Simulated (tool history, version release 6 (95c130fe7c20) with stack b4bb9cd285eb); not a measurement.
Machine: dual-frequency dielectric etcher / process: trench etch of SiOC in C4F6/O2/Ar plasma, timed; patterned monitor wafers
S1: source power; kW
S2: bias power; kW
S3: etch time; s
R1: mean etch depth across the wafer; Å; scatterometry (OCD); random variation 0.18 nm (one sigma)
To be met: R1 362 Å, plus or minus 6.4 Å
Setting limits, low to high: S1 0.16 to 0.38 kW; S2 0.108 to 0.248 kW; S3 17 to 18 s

{"run": 1, "hour": 0.0, "S1": 0.27, "S2": 0.178, "S3": 17, "R1": 313.16}
{"run": 2, "hour": 2.1, "S1": 0.3, "S2": 0.178, "S3": 17, "R1": 333.58}
{"run": 3, "hour": 8.5, "S1": 0.3, "S2": 0.165, "S3": 17, "R1": 320.18}
{"run": 4, "hour": 10.5, "S1": 0.31, "S2": 0.166, "S3": 17, "R1": 331.44}
{"run": 5, "hour": 14.0, "S1": 0.31, "S2": 0.154, "S3": 17, "R1": 323.23}
{"run": 6, "hour": 20.1, "S1": 0.31, "S2": 0.154, "S3": 18, "R1": 341.14}
{"run": 7, "hour": 21.0, "S1": 0.32, "S2": 0.154, "S3": 18, "R1": 343.56}
{"run": 8, "hour": 26.3, "S1": 0.33, "S2": 0.155, "S3": 18, "R1": 351.86}

4 next moves are on the table. One of them brings every result within its allowed miss. Which?
{"run": "A", "hour": 31.6, "S1": 0.33, "S2": 0.166, "S3": 17, "R1": "?"}
{"run": "B", "hour": 31.6, "S1": 0.34, "S2": 0.178, "S3": 17.5, "R1": "?"}
{"run": "C", "hour": 31.6, "S1": 0.34, "S2": 0.156, "S3": 17.5, "R1": "?"}
{"run": "D", "hour": 31.6, "S1": 0.38, "S2": 0.119, "S3": 17.5, "R1": "?"}

move=A R1=335.96
move=B R1=357.23
move=C R1=345.11
move=D R1=340.44
A: misses by more than the last run did
B: all results in spec
C: misses by more than the last run did
D: misses by more than the last run did
B is the move that brings every result within its allowed miss.
